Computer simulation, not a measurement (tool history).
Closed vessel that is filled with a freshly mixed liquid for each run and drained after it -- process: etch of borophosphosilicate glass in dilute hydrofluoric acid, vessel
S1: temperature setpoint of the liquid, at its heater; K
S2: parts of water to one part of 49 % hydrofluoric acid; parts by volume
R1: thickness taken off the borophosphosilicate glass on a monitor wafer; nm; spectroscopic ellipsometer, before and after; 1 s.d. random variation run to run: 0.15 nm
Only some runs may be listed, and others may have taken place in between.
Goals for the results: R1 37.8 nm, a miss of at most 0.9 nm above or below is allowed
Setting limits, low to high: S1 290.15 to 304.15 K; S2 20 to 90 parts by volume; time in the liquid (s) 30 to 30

run 1 hour=0 | S1=296.15 S2=50 time_in_the_liquid_(s)=30 | R1=31.342
run 2 hour=8.6 | S1=296.15 S2=50 time_in_the_liquid_(s)=30 | R1=31.15
run 3 hour=9.4 | S1=293.15 S2=50 time_in_the_liquid_(s)=30 | R1=27.561
run 4 hour=14.1 | S1=295.65 S2=50 time_in_the_liquid_(s)=30 | R1=30.424
run 5 hour=17.6 | S1=297.15 S2=50 time_in_the_liquid_(s)=30 | R1=32.216
run 6 hour=20 | S1=297.15 S2=40 time_in_the_liquid_(s)=30 | R1=41.022
run 7 hour=21.8 | S1=296.65 S2=40 time_in_the_liquid_(s)=30 | R1=40.418
run 8 hour=23.2 | S1=296.15 S2=40 time_in_the_liquid_(s)=30 | R1=39.074

Pick the move, out of 4, that brings all results within their allowed miss; only one does.
run A hour=24.6 | S1=296.65 S2=40 time_in_the_liquid_(s)=30 | R1=?
run B hour=24.6 | S1=297.65 S2=40 time_in_the_liquid_(s)=30 | R1=?
run C hour=24.6 | S1=293.15 S2=35 time_in_the_liquid_(s)=30 | R1=?
run D hour=24.6 | S1=295.15 S2=40 time_in_the_liquid_(s)=30 | R1=?

move=A R1=40.313
move=B R1=42.021
move=C R1=39.986
move=D R1=37.858
A: further off than the last run
B: further off than the last run
C: further off than the last run
D: every result lands within tolerance
D is the move that brings every result within its allowed miss.
